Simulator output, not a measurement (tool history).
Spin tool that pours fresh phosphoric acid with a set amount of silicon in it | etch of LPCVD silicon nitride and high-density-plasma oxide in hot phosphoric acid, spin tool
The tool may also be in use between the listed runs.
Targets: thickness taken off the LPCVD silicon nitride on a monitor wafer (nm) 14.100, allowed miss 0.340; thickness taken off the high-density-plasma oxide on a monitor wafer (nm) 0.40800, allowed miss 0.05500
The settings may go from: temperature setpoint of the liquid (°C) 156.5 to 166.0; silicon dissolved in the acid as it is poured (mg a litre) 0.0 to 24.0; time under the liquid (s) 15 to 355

run,day,temperature setpoint of the liquid (°C),silicon dissolved in the acid as it is poured (mg a litre),time under the liquid (s),thickness taken off the LPCVD silicon nitride on a monitor wafer (nm),thickness taken off the high-density-plasma oxide on a monitor wafer (nm)
1,0.000,161.0,10.5,180,17.822,0.54329
2,0.292,160.0,9.5,175,16.700,0.48559
3,0.629,158.5,9.5,175,16.053,0.46546
4,0.992,160.5,9.5,175,17.051,0.49459
5,1.367,159.5,8.5,170,15.901,0.47240
6,1.721,158.0,8.5,170,15.259,0.40537
7,1.771,158.0,8.5,170,15.254,0.41672
8,1.804,158.0,7.0,170,15.256,0.42322

5 next moves are on the table. One of them brings every result within its allowed miss. Which?
A,1.838,158.0,7.5,165,?,?
B,1.838,157.0,7.0,175,?,?
C,1.838,165.0,1.0,125,?,?
D,1.838,163.0,0.0,140,?,?
E,1.838,157.5,4.5,160,?,?

move,thickness taken off the LPCVD silicon nitride on a monitor wafer (nm),thickness taken off the high-density-plasma oxide on a monitor wafer (nm)
A,14.824,0.45783
B,15.197,0.45525
C,14.184,0.66002
D,14.872,0.65096
E,14.133,0.45465
A: nearer than the last run, and not there yet
B: nearer than the last run, and not there yet
C: brings the result that was furthest off to its target, and leaves another outside
D: further off than the last run
E: meets every target
Answer: E
